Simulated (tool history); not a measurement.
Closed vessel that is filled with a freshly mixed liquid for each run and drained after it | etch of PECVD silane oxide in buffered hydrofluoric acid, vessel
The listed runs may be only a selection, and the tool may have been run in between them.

| run | hour | temperature setpoint of the liquid (°C) | parts of 40 % ammonium fluoride to one part of 49 % hydrofluoric acid (parts by volume) | time in the liquid (s) | thickness taken off the PECVD silane oxide on a monitor wafer (nm) |
|---|---|---|---|---|---|
| 1 | 0.0 | 21.0 | 12.0 | 100 | 215.98 |
| 2 | 2.8 | 23.5 | 12.0 | 100 | 249.79 |
| 3 | 11.3 | 26.0 | 12.0 | 100 | 283.76 |
| 4 | 20.1 | 26.0 | 12.0 | 105 | 301.09 |
| 5 | 25.2 | 26.0 | 9.5 | 105 | 370.69 |
| 6 | 26.7 | 24.0 | 9.5 | 105 | 326.79 |
| 7 | 28.9 | 25.0 | 9.0 | 105 | 356.53 |

Run 8 has not been measured yet. What should we expect?
| 8 | 31.0 | 25.5 | 8.5 | 105 | ? |

{"run 8": {"thickness taken off the PECVD silane oxide on a monitor wafer (nm)": 392.69}}
